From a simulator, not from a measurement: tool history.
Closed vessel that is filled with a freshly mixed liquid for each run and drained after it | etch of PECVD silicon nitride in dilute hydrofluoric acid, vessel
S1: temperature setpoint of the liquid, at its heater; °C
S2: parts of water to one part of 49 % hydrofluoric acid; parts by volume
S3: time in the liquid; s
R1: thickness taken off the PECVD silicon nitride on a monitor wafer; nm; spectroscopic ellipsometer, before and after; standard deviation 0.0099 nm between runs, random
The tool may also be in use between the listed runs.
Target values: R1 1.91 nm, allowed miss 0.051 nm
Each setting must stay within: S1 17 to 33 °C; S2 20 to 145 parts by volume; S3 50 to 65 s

Run 1, day 0: S1 25 °C, S2 80 parts by volume, S3 65 s. Result: R1 4.0321 nm.
Run 2, day 0.358: S1 23 °C, S2 80 parts by volume, S3 65 s. Result: R1 3.5271 nm.
Run 3, day 0.742: S1 23 °C, S2 65 parts by volume, S3 65 s. Result: R1 4.3223 nm.
Run 4, day 0.796: S1 21.5 °C, S2 75 parts by volume, S3 65 s. Result: R1 3.3883 nm.
Run 5, day 1.008: S1 21.5 °C, S2 75 parts by volume, S3 50 s. Result: R1 2.6156 nm.
Run 6, day 1.321: S1 20.5 °C, S2 75 parts by volume, S3 50 s. Result: R1 2.4517 nm.
Run 7, day 1.6: S1 20 °C, S2 75 parts by volume, S3 50 s. Result: R1 2.3561 nm.
Run 8, day 1.679: S1 20 °C, S2 75 parts by volume, S3 50 s. Result: R1 2.3527 nm.

Below are 4 possible settings for the next run. Only one of them brings all results inside the allowed miss of their targets. Which is it?
Run A, day 1.758: S1 20 °C, S2 110 parts by volume, S3 55 s. Result: R1 ?.
Run B, day 1.758: S1 19 °C, S2 105 parts by volume, S3 55 s. Result: R1 ?.
Run C, day 1.758: S1 17 °C, S2 80 parts by volume, S3 50 s. Result: R1 ?.
Run D, day 1.758: S1 18 °C, S2 80 parts by volume, S3 50 s. Result: R1 ?.

move      R1
   A  1.7883
   B  1.7479
   C  1.8012
   D  1.9318
A: takes the result that was furthest off past its target
B: takes the result that was furthest off past its target
C: takes the result that was furthest off past its target
D: each result inside its tolerance
D is the move that brings every result within its allowed miss.
